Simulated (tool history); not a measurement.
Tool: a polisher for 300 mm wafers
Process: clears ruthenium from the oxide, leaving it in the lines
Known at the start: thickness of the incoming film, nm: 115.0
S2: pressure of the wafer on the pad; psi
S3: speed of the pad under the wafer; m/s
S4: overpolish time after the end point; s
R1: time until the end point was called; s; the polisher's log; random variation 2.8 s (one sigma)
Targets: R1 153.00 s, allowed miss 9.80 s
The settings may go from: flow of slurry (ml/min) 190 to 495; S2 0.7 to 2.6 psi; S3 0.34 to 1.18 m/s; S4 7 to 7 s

Run 1, hour 0.0: flow of slurry (ml/min) 320, S2 1.6 psi, S3 0.76 m/s, S4 7 s. Result: R1 211.68 s.
Run 2, hour 4.2: flow of slurry (ml/min) 320, S2 1.6 psi, S3 0.76 m/s, S4 7 s. Result: R1 213.86 s.
Run 3, hour 9.2: flow of slurry (ml/min) 320, S2 1.7 psi, S3 0.76 m/s, S4 7 s. Result: R1 210.27 s.
Run 4, hour 11.9: flow of slurry (ml/min) 320, S2 1.7 psi, S3 0.76 m/s, S4 7 s. Result: R1 192.68 s.
Run 5, hour 19.9: flow of slurry (ml/min) 320, S2 1.7 psi, S3 0.76 m/s, S4 7 s. Result: R1 205.62 s.
Run 6, hour 22.6: flow of slurry (ml/min) 320, S2 1.8 psi, S3 0.76 m/s, S4 7 s. Result: R1 187.69 s.
Run 7, hour 26.6: flow of slurry (ml/min) 320, S2 1.9 psi, S3 0.76 m/s, S4 7 s. Result: R1 178.53 s.
Run 8, hour 32.5: flow of slurry (ml/min) 320, S2 2.0 psi, S3 0.76 m/s, S4 7 s. Result: R1 176.83 s.
Run 9, hour 40.5: flow of slurry (ml/min) 320, S2 2.1 psi, S3 0.76 m/s, S4 7 s. Result: R1 170.67 s.

5 next moves are on the table. One of them brings every result within its allowed miss. Which?
Run A, hour 48.5: flow of slurry (ml/min) 335, S2 2.6 psi, S3 0.78 m/s, S4 7 s. Result: R1 ?.
Run B, hour 48.5: flow of slurry (ml/min) 375, S2 2.1 psi, S3 0.82 m/s, S4 7 s. Result: R1 ?.
Run C, hour 48.5: flow of slurry (ml/min) 330, S2 1.8 psi, S3 0.84 m/s, S4 7 s. Result: R1 ?.
Run D, hour 48.5: flow of slurry (ml/min) 255, S2 2.6 psi, S3 0.80 m/s, S4 7 s. Result: R1 ?.
Run E, hour 48.5: flow of slurry (ml/min) 375, S2 2.1 psi, S3 0.90 m/s, S4 7 s. Result: R1 ?.

move      R1
   A  129.67
   B  150.95
   C  172.88
   D  129.67
   E  138.20
A: takes the result that was furthest off past its target
B: meets every target
C: further off than the last run
D: takes the result that was furthest off past its target
E: takes the result that was furthest off past its target
The right move is B.
